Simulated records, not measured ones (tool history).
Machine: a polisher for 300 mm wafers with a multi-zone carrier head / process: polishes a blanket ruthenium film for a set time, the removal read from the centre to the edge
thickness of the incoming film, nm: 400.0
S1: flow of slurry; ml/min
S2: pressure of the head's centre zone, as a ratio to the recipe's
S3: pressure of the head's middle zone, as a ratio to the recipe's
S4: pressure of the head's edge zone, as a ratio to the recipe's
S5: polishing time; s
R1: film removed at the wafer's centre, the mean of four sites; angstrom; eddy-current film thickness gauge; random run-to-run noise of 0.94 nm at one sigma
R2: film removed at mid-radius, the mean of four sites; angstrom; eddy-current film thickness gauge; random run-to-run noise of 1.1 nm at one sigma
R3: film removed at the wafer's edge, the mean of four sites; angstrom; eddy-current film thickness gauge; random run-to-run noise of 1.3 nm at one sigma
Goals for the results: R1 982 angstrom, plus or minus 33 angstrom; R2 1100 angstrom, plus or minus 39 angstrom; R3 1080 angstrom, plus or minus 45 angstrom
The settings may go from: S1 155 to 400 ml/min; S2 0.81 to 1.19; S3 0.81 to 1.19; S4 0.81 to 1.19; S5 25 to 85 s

{"run": 1, "hour": 0.0, "S1": 255, "S2": 1, "S3": 1, "S4": 1, "S5": 55, "R1": 938.11, "R2": 911.52, "R3": 940.84}
{"run": 2, "hour": 3.5, "S1": 260, "S2": 0.99, "S3": 1.02, "S4": 1.03, "S5": 56, "R1": 945.03, "R2": 951.9, "R3": 957.55}
{"run": 3, "hour": 9.3, "S1": 260, "S2": 0.99, "S3": 1.02, "S4": 1.03, "S5": 66, "R1": 1088.6, "R2": 1125.8, "R3": 1136}
{"run": 4, "hour": 12.5, "S1": 260, "S2": 0.9, "S3": 1.02, "S4": 1.03, "S5": 66, "R1": 1038.7, "R2": 1122.8, "R3": 1127.9}
{"run": 5, "hour": 17.0, "S1": 260, "S2": 0.9, "S3": 0.95, "S4": 1.03, "S5": 66, "R1": 1054.8, "R2": 1044.2, "R3": 1151.1}
{"run": 6, "hour": 18.1, "S1": 260, "S2": 0.89, "S3": 0.97, "S4": 1.02, "S5": 66, "R1": 1022.4, "R2": 1062.8, "R3": 1135.5}
{"run": 7, "hour": 24.1, "S1": 255, "S2": 0.88, "S3": 1.02, "S4": 0.95, "S5": 66, "R1": 1024.6, "R2": 1129.4, "R3": 1116.3}
{"run": 8, "hour": 31.9, "S1": 250, "S2": 0.88, "S3": 1.02, "S4": 0.95, "S5": 66, "R1": 1020, "R2": 1118.6, "R3": 1089}
{"run": 9, "hour": 36.6, "S1": 245, "S2": 0.87, "S3": 1.02, "S4": 0.95, "S5": 66, "R1": 1015.7, "R2": 1138.1, "R3": 1105.2}

Which of these 4 next moves meets every target?
{"run": "A", "hour": 41.3, "S1": 235, "S2": 0.81, "S3": 0.98, "S4": 0.97, "S5": 72, "R1": "?", "R2": "?", "R3": "?"}
{"run": "B", "hour": 41.3, "S1": 280, "S2": 0.86, "S3": 1.05, "S4": 0.97, "S5": 67, "R1": "?", "R2": "?", "R3": "?"}
{"run": "C", "hour": 41.3, "S1": 190, "S2": 0.89, "S3": 1.07, "S4": 1, "S5": 66, "R1": "?", "R2": "?", "R3": "?"}
{"run": "D", "hour": 41.3, "S1": 230, "S2": 0.89, "S3": 1.04, "S4": 1, "S5": 71, "R1": "?", "R2": "?", "R3": "?"}

move=A R1=1040.8 R2=1169.6 R3=1214.9
move=B R1=1028.7 R2=1179.4 R3=1148.6
move=C R1=972.57 R2=1116.4 R3=1100.7
move=D R1=1082.4 R2=1208.8 R3=1211.9
A: its largest miss is bigger than the last run's
B: its largest miss is bigger than the last run's
C: every result within its allowed miss
D: its largest miss is bigger than the last run's
C meets every target.
